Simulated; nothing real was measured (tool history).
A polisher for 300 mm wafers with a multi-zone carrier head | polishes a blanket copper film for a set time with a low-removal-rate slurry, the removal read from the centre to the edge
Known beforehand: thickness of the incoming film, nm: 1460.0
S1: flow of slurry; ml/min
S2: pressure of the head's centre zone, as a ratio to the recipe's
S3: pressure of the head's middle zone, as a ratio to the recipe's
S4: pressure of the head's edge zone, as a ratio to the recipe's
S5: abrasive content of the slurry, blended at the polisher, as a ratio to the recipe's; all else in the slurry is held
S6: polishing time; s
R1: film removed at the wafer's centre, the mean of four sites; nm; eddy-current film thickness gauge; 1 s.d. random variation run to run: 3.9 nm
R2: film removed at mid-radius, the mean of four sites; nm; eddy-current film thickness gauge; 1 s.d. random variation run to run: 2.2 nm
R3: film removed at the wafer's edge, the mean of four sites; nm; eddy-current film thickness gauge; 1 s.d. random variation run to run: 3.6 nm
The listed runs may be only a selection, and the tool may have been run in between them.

run	hour	S1	S2	S3	S4	S5	S6	R1	R2	R3
1	0.0	150	1.00	1.00	1.00	1.00	68	246.63	244.20	241.09
2	4.2	155	1.01	1.01	1.01	1.00	68	249.96	249.22	238.70
3	12.7	155	1.01	1.05	1.01	1.00	68	248.00	256.45	242.88
4	21.4	140	1.01	1.05	1.01	1.00	68	246.52	251.56	233.56
5	29.7	140	0.95	1.05	1.01	1.00	68	228.10	252.15	243.78
6	36.2	140	1.00	1.05	1.01	1.00	68	248.69	246.72	238.55
7	38.4	145	1.01	1.05	1.02	1.05	68	252.50	258.29	246.81
8	39.8	150	1.02	1.05	1.03	1.05	68	257.74	254.30	237.65
9	40.7	150	1.02	1.05	1.03	1.05	68	253.50	253.96	242.33
10	43.8	155	1.03	1.05	1.03	1.10	68	262.23	257.58	249.15

The next listed run, before its measurement:
11	45.4	160	1.04	1.06	1.03	1.10	68	?	?	?

{"run 11": {"R1": 263.39, "R2": 263.29, "R3": 251.32}}
